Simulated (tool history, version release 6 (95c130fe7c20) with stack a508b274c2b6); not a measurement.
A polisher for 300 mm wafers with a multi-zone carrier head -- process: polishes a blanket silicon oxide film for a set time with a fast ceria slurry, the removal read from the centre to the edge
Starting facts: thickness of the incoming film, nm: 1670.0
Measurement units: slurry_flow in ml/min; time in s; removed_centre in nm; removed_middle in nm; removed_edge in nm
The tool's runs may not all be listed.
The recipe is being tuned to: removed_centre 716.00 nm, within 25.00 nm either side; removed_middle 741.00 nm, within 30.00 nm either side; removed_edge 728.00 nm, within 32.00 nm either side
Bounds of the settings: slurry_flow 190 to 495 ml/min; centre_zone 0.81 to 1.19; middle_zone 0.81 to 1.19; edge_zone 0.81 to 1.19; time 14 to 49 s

run  hour  slurry_flow  centre_zone  middle_zone  edge_zone  time  removed_centre  removed_middle  removed_edge
  1   0.0          320         1.00         1.00       1.00    31          582.70          591.00        592.68
  2   2.9          320         1.00         1.07       1.00    31          572.67          617.46        596.20
  3   5.4          320         1.02         1.09       1.03    32          607.93          636.29        605.74
  4   8.3          320         1.02         1.09       1.03    27          508.40          537.10        526.30
  5  15.1          320         1.07         1.09       1.03    27          530.62          550.12        522.45
  6  18.5          275         1.07         1.09       1.03    27          517.32          527.43        502.65
  7  22.4          315         1.06         1.09       1.05    29          563.45          572.12        560.46
  8  23.4          345         1.06         1.10       1.06    30          599.85          612.92        593.88
  9  31.2          375         1.06         1.11       1.08    31          625.70          644.61        620.52
 10  35.7          395         1.06         1.11       1.10    32          639.32          672.55        631.12
 11  39.4          390         1.05         1.10       1.11    33          652.97          673.59        675.60
     47.4  -- slurry nozzle cleaned
 12  47.4          400         1.06         1.11       1.12    33          676.41          699.87        697.08
 13  48.9          410         1.07         1.12       1.13    33          679.40          709.54        680.75
 14  50.9          415         1.07         1.12       1.14    33          688.22          698.02        678.06
 15  55.2          420         1.06         1.12       1.15    33          682.92          695.81        687.79
 16  56.4          425         1.06         1.13       1.16    33          673.04          697.93        696.04
 17  62.0          430         1.06         1.14       1.16    33          680.61          719.82        699.97
 18  70.3          435         1.06         1.14       1.17    33          673.28          709.47        710.04
 19  71.9          440         1.07         1.14       1.17    33          678.92          709.02        702.75

Exactly one of the 5 candidate moves below puts every result within its allowed miss. Which one?
  A  73.5          440         1.04         1.16       1.18    32               ?               ?             ?
  B  73.5          395         1.11         0.95       1.19    35               ?               ?             ?
  C  73.5          430         0.95         1.07       1.19    36               ?               ?             ?
  D  73.5          465         1.00         1.19       1.19    33               ?               ?             ?
  E  73.5          285         1.10         1.17       1.19    35               ?               ?             ?

move  removed_centre  removed_middle  removed_edge
   A          641.73          712.86        671.40
   B          742.31          652.82        735.47
   C          657.50          747.49        758.71
   D          638.74          754.33        697.07
   E          714.75          758.46        718.14
A: further off than the last run
B: moves the result that the last run missed by most past its target, out the other side
C: further off than the last run
D: further off than the last run
E: each result inside its tolerance
Answer: E
